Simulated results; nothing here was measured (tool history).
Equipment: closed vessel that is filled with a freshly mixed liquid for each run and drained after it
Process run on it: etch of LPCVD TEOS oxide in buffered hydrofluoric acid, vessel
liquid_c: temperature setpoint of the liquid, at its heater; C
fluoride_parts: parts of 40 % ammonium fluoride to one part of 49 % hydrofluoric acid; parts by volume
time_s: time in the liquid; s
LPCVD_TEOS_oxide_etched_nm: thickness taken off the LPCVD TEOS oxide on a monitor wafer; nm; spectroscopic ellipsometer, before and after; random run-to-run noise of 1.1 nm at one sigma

| run | hour | liquid_c | fluoride_parts | time_s | LPCVD_TEOS_oxide_etched_nm |
|---|---|---|---|---|---|
| 1 | 0.0 | 20.0 | 9.5 | 90 | 196.52 |
| 2 | 7.1 | 19.5 | 10.5 | 90 | 174.46 |
| 3 | 15.7 | 23.0 | 10.5 | 90 | 212.55 |
| 4 | 21.7 | 23.0 | 13.0 | 90 | 170.99 |
| 5 | 26.1 | 23.0 | 13.0 | 90 | 170.55 |
| 6 | 34.2 | 21.5 | 13.0 | 90 | 157.89 |
| 7 | 38.8 | 20.5 | 13.5 | 90 | 144.18 |
| 8 | 40.6 | 19.5 | 13.5 | 90 | 138.47 |
| 9 | 42.6 | 19.0 | 13.5 | 90 | 132.44 |
| 10 | 51.0 | 19.0 | 13.5 | 90 | 132.76 |

Run 11, settings as shown, results not yet in. Your forecast:
| 11 | 53.9 | 18.5 | 13.5 | 90 | ? |

LPCVD_TEOS_oxide_etched_nm: 129.57 nm
